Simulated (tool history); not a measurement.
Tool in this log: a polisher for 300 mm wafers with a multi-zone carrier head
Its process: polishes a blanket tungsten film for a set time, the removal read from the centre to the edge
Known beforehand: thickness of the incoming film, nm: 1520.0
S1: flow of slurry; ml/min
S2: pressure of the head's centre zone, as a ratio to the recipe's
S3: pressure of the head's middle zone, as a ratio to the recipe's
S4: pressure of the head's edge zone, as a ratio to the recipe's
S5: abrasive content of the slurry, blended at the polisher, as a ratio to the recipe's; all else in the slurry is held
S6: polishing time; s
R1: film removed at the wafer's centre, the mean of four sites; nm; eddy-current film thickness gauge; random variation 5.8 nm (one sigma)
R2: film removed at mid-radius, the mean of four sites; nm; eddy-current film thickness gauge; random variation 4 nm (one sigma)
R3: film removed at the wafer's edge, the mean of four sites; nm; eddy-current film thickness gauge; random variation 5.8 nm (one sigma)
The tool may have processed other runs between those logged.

| run | hour | S1 | S2 | S3 | S4 | S5 | S6 | R1 | R2 | R3 |
|---|---|---|---|---|---|---|---|---|---|---|
| 1 | 0 | 230 | 1 | 1 | 1 | 1 | 85 | 410.82 | 397.45 | 413.59 |
| 2 | 8.4 | 230 | 1.07 | 1 | 1 | 1 | 85 | 425.69 | 406.33 | 414.09 |
| 3 | 14.1 | 270 | 1.07 | 1 | 1 | 1 | 85 | 441.92 | 402.75 | 423.49 |
| 4 | 14.9 | 270 | 1.07 | 1 | 1 | 1 | 75 | 391.92 | 357.7 | 371.66 |
| 5 | 19.6 | 285 | 1.07 | 0.97 | 1.05 | 1.15 | 77 | 421.28 | 378.71 | 399.08 |
| 6 | 20.5 | 285 | 1.07 | 0.97 | 1.09 | 1.15 | 77 | 416.68 | 376.57 | 407.57 |
| 7 | 27.3 | 290 | 1.06 | 0.92 | 1.12 | 1.2 | 80 | 435.49 | 377.03 | 433.04 |
| 8 | 35.7 | 290 | 1.05 | 0.89 | 1.14 | 1.25 | 82 | 447.97 | 384.75 | 461.24 |

Predict the results of run 9:
| 9 | 37.6 | 290 | 1.06 | 0.88 | 1.15 | 1.3 | 82 | ? | ? | ? |

R1: 455.07 nm
R2: 383.48 nm
R3: 465.05 nm
